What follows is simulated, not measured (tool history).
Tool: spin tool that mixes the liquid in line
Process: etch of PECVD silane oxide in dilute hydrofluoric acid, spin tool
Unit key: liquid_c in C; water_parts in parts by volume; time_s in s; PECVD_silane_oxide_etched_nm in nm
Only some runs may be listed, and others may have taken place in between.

| run | day | liquid_c | water_parts | time_s | PECVD_silane_oxide_etched_nm |
|---|---|---|---|---|---|
| 1 | 0 | 25 | 70 | 50 | 30.425 |
| 2 | 0.083 | 22.5 | 70 | 50 | 27.862 |
| 3 | 0.325 | 21.5 | 75 | 50 | 24.963 |
| 4 | 0.392 | 21 | 75 | 50 | 24.075 |
| 5 | 0.675 | 21 | 75 | 50 | 23.98 |
| 6 | 0.958 | 20.5 | 75 | 50 | 23.482 |
| 7 | 1.158 | 20 | 75 | 50 | 23.118 |

The next listed run, before its measurement:
| 8 | 1.367 | 19.5 | 75 | 50 | ? |

{"run 8": {"PECVD_silane_oxide_etched_nm": 22.565}}
